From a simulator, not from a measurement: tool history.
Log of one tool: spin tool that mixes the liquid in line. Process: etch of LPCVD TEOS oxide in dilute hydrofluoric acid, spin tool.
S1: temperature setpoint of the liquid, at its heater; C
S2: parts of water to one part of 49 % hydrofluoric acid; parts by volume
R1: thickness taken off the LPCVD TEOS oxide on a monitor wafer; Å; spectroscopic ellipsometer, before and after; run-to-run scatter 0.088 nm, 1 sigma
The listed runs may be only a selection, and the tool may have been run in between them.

{"run": 1, "hour": 0.0, "S1": 25.0, "S2": 130, "time under the liquid (s)": 15, "R1": 29.055}
{"run": 2, "hour": 8.6, "S1": 26.5, "S2": 115, "time under the liquid (s)": 15, "R1": 34.819}
{"run": 3, "hour": 17.1, "S1": 27.5, "S2": 100, "time under the liquid (s)": 15, "R1": 42.634}
{"run": 4, "hour": 18.4, "S1": 25.5, "S2": 100, "time under the liquid (s)": 15, "R1": 40.337}
{"run": 5, "hour": 19.5, "S1": 25.5, "S2": 100, "time under the liquid (s)": 15, "R1": 39.46}
{"run": 6, "hour": 21.9, "S1": 26.5, "S2": 90, "time under the liquid (s)": 15, "R1": 45.486}
{"run": 7, "hour": 28.8, "S1": 30.5, "S2": 40, "time under the liquid (s)": 15, "R1": 130.72}

Run 8 is up next; what results do you expect?
{"run": 8, "hour": 33.9, "S1": 29.5, "S2": 40, "time under the liquid (s)": 15, "R1": "?"}

Run 8 gave R1 127.190 Å.
